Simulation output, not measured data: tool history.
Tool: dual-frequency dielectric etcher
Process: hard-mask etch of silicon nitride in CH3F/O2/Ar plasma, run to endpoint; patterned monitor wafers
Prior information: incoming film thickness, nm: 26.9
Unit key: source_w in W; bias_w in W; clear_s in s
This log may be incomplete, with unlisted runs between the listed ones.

{"run": 1, "hour": 0.0, "source_w": 550, "bias_w": 88, "clear_s": 30.536}
{"run": 2, "hour": 1.1, "source_w": 580, "bias_w": 91, "clear_s": 29.292}
{"run": 3, "hour": 4.0, "source_w": 580, "bias_w": 104, "clear_s": 27.617}
{"run": 4, "hour": 9.1, "source_w": 580, "bias_w": 94, "clear_s": 28.91}
{"run": 5, "hour": 17.2, "source_w": 600, "bias_w": 95, "clear_s": 28.376}
{"run": 6, "hour": 18.2, "source_w": 560, "bias_w": 95, "clear_s": 29.251}
{"run": 7, "hour": 23.9, "source_w": 580, "bias_w": 96, "clear_s": 28.507}
{"run": 8, "hour": 26.9, "source_w": 580, "bias_w": 96, "clear_s": 28.383}
{"run": 9, "hour": 30.6, "source_w": 600, "bias_w": 97, "clear_s": 28.188}
{"run": 10, "hour": 37.6, "source_w": 620, "bias_w": 98, "clear_s": 27.517}

Run 11 comes next. What will it give?
{"run": 11, "hour": 46.2, "source_w": 630, "bias_w": 99, "clear_s": "?"}

{"run 11": {"clear_s": 27.294}}
